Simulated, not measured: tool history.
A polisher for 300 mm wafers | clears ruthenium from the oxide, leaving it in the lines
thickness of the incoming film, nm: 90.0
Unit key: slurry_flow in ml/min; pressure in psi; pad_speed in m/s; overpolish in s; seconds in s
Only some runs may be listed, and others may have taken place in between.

{"run": 1, "hour": 0.0, "slurry_flow": 190, "pressure": 2.1, "pad_speed": 1.16, "overpolish": 28, "seconds": 73.758}
{"run": 2, "hour": 5.3, "slurry_flow": 190, "pressure": 2.5, "pad_speed": 1.16, "overpolish": 28, "seconds": 62.685}
{"run": 3, "hour": 7.0, "slurry_flow": 190, "pressure": 2.4, "pad_speed": 1.16, "overpolish": 28, "seconds": 65.774}
{"run": 4, "hour": 9.2, "slurry_flow": 190, "pressure": 2.9, "pad_speed": 1.16, "overpolish": 28, "seconds": 55.558}
{"run": 5, "hour": 16.9, "slurry_flow": 190, "pressure": 2.7, "pad_speed": 1.14, "overpolish": 28, "seconds": 59.938}
{"run": 6, "hour": 20.8, "slurry_flow": 190, "pressure": 2.6, "pad_speed": 1.12, "overpolish": 28, "seconds": 63.331}

Forecast run 7:
{"run": 7, "hour": 22.1, "slurry_flow": 190, "pressure": 2.5, "pad_speed": 1.1, "overpolish": 28, "seconds": "?"}

Run 7 yielded seconds 66.491 s.
